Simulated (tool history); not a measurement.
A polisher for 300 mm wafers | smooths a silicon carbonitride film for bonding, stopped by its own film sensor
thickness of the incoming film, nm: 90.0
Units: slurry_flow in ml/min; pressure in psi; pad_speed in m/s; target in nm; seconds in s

run,hour,slurry_flow,pressure,pad_speed,slurry_solids,target,seconds
1,0.0,210,2.8,0.78,1.0,69,81.446
2,3.2,210,2.8,0.78,1.0,69,80.940
3,10.0,170,2.8,0.78,1.0,69,86.744
4,11.1,170,2.8,0.58,1.0,69,100.810
5,15.1,170,2.8,0.58,1.0,69,97.555
6,23.8,185,3.2,0.58,1.0,69,85.975
# hour 32.2: slurry nozzle cleaned
7,32.2,195,3.5,0.60,1.0,69,72.228
8,39.6,195,3.5,0.60,1.0,69,72.424
9,42.8,205,3.7,0.60,1.0,69,68.582
10,50.3,210,3.9,0.62,1.0,69,63.008

The next listed run, before its measurement:
11,52.5,215,4.0,0.64,1.0,69,?

seconds: 61.156 s

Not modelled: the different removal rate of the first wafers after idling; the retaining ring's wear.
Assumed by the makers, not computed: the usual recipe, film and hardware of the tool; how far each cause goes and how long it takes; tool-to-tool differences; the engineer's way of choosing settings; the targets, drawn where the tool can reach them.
